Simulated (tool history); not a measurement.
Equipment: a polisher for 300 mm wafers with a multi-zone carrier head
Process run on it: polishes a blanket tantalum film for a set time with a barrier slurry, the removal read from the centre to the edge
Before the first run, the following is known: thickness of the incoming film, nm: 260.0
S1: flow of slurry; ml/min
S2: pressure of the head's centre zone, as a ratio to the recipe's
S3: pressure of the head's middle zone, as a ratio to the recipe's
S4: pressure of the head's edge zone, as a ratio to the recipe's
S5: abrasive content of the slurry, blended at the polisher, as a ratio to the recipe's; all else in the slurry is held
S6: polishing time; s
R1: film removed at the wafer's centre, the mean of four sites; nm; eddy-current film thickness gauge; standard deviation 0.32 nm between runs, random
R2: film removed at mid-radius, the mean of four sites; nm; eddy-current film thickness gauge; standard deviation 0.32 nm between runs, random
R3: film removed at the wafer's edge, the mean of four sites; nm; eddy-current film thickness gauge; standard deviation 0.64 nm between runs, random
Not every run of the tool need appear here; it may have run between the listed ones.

Run 1, hour 0.0: S1 295 ml/min, S2 1.00, S3 1.00, S4 1.00, S5 1.00, S6 34 s. Result: R1 62.184 nm, R2 61.866 nm, R3 63.988 nm.
Run 2, hour 2.4: S1 360 ml/min, S2 1.00, S3 1.00, S4 1.00, S5 1.00, S6 34 s. Result: R1 63.253 nm, R2 63.956 nm, R3 62.669 nm.
Run 3, hour 9.0: S1 360 ml/min, S2 1.00, S3 1.00, S4 1.05, S5 1.00, S6 34 s. Result: R1 63.141 nm, R2 63.468 nm, R3 64.466 nm.
Run 4, hour 16.3: S1 350 ml/min, S2 0.96, S3 0.94, S4 1.03, S5 0.85, S6 32 s. Result: R1 55.093 nm, R2 55.175 nm, R3 58.270 nm.
Run 5, hour 17.7: S1 350 ml/min, S2 0.96, S3 0.99, S4 1.03, S5 0.85, S6 32 s. Result: R1 54.878 nm, R2 56.926 nm, R3 57.834 nm.
Run 6, hour 20.0: S1 350 ml/min, S2 0.96, S3 0.99, S4 0.95, S5 0.85, S6 32 s. Result: R1 54.764 nm, R2 57.181 nm, R3 56.524 nm.
Run 7, hour 20.8: S1 350 ml/min, S2 0.96, S3 0.99, S4 0.95, S5 0.85, S6 32 s. Result: R1 55.220 nm, R2 56.783 nm, R3 56.042 nm.
Run 8, hour 23.5: S1 330 ml/min, S2 0.93, S3 0.93, S4 0.95, S5 0.75, S6 31 s. Result: R1 49.532 nm, R2 50.911 nm, R3 53.930 nm.
Run 9, hour 28.6: S1 325 ml/min, S2 0.92, S3 0.89, S4 0.94, S5 0.65, S6 30 s. Result: R1 45.783 nm, R2 45.708 nm, R3 49.844 nm.

Run 10, settings as shown, results not yet in. Your forecast:
Run 10, hour 35.3: S1 305 ml/min, S2 0.90, S3 0.86, S4 0.93, S5 0.60, S6 30 s. Result: R1 ?, R2 ?, R3 ?.

R1: 43.811 nm
R2: 44.040 nm
R3: 47.620 nm
